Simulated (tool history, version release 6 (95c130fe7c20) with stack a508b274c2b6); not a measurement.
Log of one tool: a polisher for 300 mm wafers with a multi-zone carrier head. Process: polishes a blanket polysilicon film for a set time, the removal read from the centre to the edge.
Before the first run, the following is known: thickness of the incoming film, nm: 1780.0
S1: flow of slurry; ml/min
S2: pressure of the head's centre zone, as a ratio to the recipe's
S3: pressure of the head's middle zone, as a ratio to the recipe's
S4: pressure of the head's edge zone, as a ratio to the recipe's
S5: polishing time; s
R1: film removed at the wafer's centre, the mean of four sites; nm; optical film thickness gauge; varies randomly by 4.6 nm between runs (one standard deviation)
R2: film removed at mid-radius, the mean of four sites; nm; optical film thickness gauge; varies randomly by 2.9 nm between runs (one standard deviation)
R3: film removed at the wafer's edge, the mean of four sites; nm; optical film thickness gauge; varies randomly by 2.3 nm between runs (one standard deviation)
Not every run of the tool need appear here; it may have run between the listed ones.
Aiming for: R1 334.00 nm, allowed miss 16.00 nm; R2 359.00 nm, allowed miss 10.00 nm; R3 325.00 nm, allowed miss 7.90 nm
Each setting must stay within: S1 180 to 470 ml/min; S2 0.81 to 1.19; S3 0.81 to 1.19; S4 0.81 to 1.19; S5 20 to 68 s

run  hour   S1    S2    S3    S4  S5      R1      R2      R3
  1   0.0  300  1.00  1.00  1.00  44  369.50  374.25  389.79
  2   8.4  295  1.00  1.01  0.95  43  356.06  367.41  373.18
  3  11.1  255  1.00  1.01  0.95  43  352.81  365.47  366.41
  4  13.6  245  1.00  1.02  0.92  42  345.61  354.21  355.24
  5  16.5  240  1.00  1.04  0.89  41  336.75  350.54  340.60
  6  25.2  240  1.00  1.04  0.93  41  329.40  354.21  349.45
  7  32.4  240  1.01  1.05  0.90  41  336.62  356.51  342.88
  8  38.9  235  1.01  1.06  0.88  41  336.46  350.50  344.41
  9  47.7  220  1.02  1.09  0.86  41  350.85  359.96  343.17

Exercise: of the 5 proposed moves below, exactly one satisfies all targets within the stated allowed misses. Which move is it?
  A  56.5  180  1.09  0.92  0.92  44   ?   ?   ?
  B  56.5  215  0.89  0.98  0.90  44   ?   ?   ?
  C  56.5  370  1.03  1.14  0.87  38   ?   ?   ?
  D  56.5  240  0.99  1.03  0.87  43   ?   ?   ?
  E  56.5  180  1.11  1.01  0.81  45   ?   ?   ?

move      R1      R2      R3
   A  380.41  339.42  366.31
   B  317.34  357.91  367.23
   C  330.56  352.74  322.50
   D  347.54  363.42  356.71
   E  396.22  366.85  357.67
A: the biggest miss grows against the last run
B: the biggest miss grows against the last run
C: hits every target within its allowed miss
D: the biggest miss grows against the last run
E: the biggest miss grows against the last run
C is the move that brings every result within its allowed miss.

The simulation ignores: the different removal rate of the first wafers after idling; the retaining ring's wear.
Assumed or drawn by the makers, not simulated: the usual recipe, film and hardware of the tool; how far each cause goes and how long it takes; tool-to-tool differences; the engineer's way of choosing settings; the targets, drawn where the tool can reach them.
